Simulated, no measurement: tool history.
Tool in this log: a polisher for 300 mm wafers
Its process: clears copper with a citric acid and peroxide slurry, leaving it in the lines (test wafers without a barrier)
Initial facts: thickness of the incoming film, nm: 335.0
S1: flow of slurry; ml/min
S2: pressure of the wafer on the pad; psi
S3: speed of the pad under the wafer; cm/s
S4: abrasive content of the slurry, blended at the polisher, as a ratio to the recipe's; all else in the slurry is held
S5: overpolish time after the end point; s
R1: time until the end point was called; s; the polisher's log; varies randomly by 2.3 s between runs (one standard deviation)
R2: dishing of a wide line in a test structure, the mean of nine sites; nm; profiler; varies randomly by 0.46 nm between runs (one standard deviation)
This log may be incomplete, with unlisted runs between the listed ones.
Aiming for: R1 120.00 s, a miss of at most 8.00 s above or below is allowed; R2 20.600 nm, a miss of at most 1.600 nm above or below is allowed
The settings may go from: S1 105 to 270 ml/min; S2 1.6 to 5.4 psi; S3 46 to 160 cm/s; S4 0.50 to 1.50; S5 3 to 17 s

run    day   S1   S2   S3    S4  S5      R1      R2
  1  0.000  175  3.5  102  1.00   9  141.31  13.060
  2  0.279  175  3.9  102  1.00   9  128.96  14.500
  3  0.612  155  3.9  102  1.00   9  130.88  14.431
  4  0.879  155  3.9   82  1.00   9  162.22  12.274
  5  1.121  155  3.9   82  1.15   9  155.07  12.328
  6  1.392  155  4.0   82  1.15   9  153.34  12.662
     1.729  -- slurry nozzle cleaned
  7  1.729  155  4.1   82  1.15   9  139.47  12.505
  8  1.800  155  4.2   82  1.15   9  142.89  13.673
  9  1.983  155  4.2   82  1.15   9  139.78  12.974
 10  2.046  155  4.3   82  1.15   9  141.87  13.718

5 candidate next runs follow, results not yet known. Just one meets every target within its allowed miss. Identify it.
  A  2.108  145  4.6  90  1.20  10   ?   ?
  B  2.108  145  4.5  76  1.10  16   ?   ?
  C  2.108  195  4.3  96  1.05   9   ?   ?
  D  2.108  155  4.7  98  1.35  11   ?   ?
  E  2.108  130  4.9  88  1.05  12   ?   ?

move      R1      R2
   A  118.95  17.121
   B  145.14  21.996
   C  116.14  15.845
   D  103.92  21.203
   E  120.29  20.094
A: better than the last run, though not everything is in spec
B: the worst result of the last run now meets its target, but another is out of spec
C: better than the last run, though not everything is in spec
D: the worst result of the last run now meets its target, but another is out of spec
E: hits every target within its allowed miss
The move that meets every target is E.

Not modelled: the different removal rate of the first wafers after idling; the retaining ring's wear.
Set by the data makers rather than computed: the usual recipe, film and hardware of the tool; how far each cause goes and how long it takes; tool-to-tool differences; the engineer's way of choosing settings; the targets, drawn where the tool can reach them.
